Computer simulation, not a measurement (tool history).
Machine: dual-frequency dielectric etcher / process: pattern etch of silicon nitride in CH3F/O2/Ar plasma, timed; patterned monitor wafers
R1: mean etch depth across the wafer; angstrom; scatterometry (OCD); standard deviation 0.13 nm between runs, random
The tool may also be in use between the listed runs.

run 1 day=0 | source_power_(kW)=0.36 bias_power_(kW)=0.061 etch_time_(s)=37 | R1=242.54
run 2 day=0.254 | source_power_(kW)=0.36 bias_power_(kW)=0.061 etch_time_(s)=37 | R1=244.46
run 3 day=0.329 | source_power_(kW)=0.39 bias_power_(kW)=0.064 etch_time_(s)=37 | R1=259.11
run 4 day=0.583 | source_power_(kW)=0.39 bias_power_(kW)=0.064 etch_time_(s)=37 | R1=256.4
run 5 day=0.942 | source_power_(kW)=0.45 bias_power_(kW)=0.064 etch_time_(s)=37 | R1=273.45
run 6 day=1.225 | source_power_(kW)=0.39 bias_power_(kW)=0.064 etch_time_(s)=37 | R1=257.28
run 7 day=1.471 | source_power_(kW)=0.41 bias_power_(kW)=0.065 etch_time_(s)=37 | R1=261.45
run 8 day=1.712 | source_power_(kW)=0.43 bias_power_(kW)=0.067 etch_time_(s)=37 | R1=271.17

Run 9 has not been measured yet. What should we expect?
run 9 day=1.829 | source_power_(kW)=0.45 bias_power_(kW)=0.068 etch_time_(s)=37 | R1=?

R1: 278.7 angstrom
